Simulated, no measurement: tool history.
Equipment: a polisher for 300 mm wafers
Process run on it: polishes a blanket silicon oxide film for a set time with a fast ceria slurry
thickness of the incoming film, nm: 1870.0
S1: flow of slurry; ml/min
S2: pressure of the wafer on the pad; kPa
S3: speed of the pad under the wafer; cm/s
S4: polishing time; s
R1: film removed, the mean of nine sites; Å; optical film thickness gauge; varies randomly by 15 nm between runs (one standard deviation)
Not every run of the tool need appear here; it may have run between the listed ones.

run  hour   S1    S2   S3  S4       R1
  1   0.0  220  20.7  112  46   9319.3
  2   8.6  220  22.1  112  46   9889.5
  3  10.2  220  23.4  112  46  10105.0
  4  17.1  220  24.8  114  46  10979.0
  5  23.2  245  24.8  114  46  11100.0
  6  31.6  245  25.5  114  46  11378.0

Run 7, settings as shown, results not yet in. Your forecast:
  7  38.2  245  26.2  114  46   ?

Logged for run 7: R1 11468.0 Å.

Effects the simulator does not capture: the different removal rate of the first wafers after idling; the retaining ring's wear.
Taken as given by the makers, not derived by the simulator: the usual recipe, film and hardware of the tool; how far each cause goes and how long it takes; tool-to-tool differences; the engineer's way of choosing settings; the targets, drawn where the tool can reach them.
